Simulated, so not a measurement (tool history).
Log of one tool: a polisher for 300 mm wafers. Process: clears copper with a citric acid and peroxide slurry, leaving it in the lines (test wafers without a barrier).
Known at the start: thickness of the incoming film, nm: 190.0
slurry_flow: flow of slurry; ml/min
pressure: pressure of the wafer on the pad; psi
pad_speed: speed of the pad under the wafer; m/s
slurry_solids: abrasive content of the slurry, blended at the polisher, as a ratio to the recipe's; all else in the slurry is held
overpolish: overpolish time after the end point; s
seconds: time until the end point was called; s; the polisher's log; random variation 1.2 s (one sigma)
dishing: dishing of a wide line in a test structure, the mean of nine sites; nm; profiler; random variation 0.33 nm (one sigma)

run 1 hour=0 | slurry_flow=185 pressure=2.1 pad_speed=1.22 slurry_solids=1 overpolish=20 | seconds=119.57 dishing=23.204
run 2 hour=0.7 | slurry_flow=220 pressure=2.1 pad_speed=1.22 slurry_solids=1 overpolish=20 | seconds=114.82 dishing=23.648
run 3 hour=3.4 | slurry_flow=220 pressure=2.1 pad_speed=1 slurry_solids=1 overpolish=20 | seconds=141.43 dishing=20.536
run 4 hour=5.3 | slurry_flow=220 pressure=2.3 pad_speed=1 slurry_solids=1 overpolish=20 | seconds=136.4 dishing=21.471
run 5 hour=7.6 | slurry_flow=225 pressure=2.5 pad_speed=1.06 slurry_solids=1 overpolish=20 | seconds=116.09 dishing=23.613
run 6 hour=10.9 | slurry_flow=225 pressure=2.8 pad_speed=1.06 slurry_solids=1 overpolish=20 | seconds=108.31 dishing=25.397
run 7 hour=12.4 | slurry_flow=225 pressure=2.9 pad_speed=1.08 slurry_solids=1 overpolish=20 | seconds=102.71 dishing=26.528
run 8 hour=13.2 | slurry_flow=225 pressure=3 pad_speed=1.1 slurry_solids=1 overpolish=20 | seconds=97.508 dishing=27.866
run 9 hour=18.6 | slurry_flow=225 pressure=3 pad_speed=1.12 slurry_solids=1 overpolish=20 | seconds=95.642 dishing=27.832

Forecast run 10:
run 10 hour=19.4 | slurry_flow=225 pressure=3 pad_speed=1.14 slurry_solids=1 overpolish=20 | seconds=? dishing=?

Run 10 gave seconds 93.82 s, dishing 28.188 nm.
